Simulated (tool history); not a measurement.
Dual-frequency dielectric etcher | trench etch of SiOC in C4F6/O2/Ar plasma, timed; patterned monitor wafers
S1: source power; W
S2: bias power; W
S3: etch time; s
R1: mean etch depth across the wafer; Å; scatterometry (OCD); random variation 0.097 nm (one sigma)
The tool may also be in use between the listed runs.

run,hour,S1,S2,S3,R1
1,0.0,260,257,17,292.25
2,7.6,250,253,17,287.23
3,10.9,250,286,17,297.16
4,14.8,250,305,17,303.16
5,19.2,250,305,17,303.58
6,25.7,220,305,17,291.49
7,27.1,210,297,17,287.84
8,35.0,210,288,17,284.07
9,41.9,210,281,17,283.12
10,43.0,210,273,17,279.04

Run 11 comes next. What will it give?
11,51.1,210,267,17,?

R1: 280.04 Å
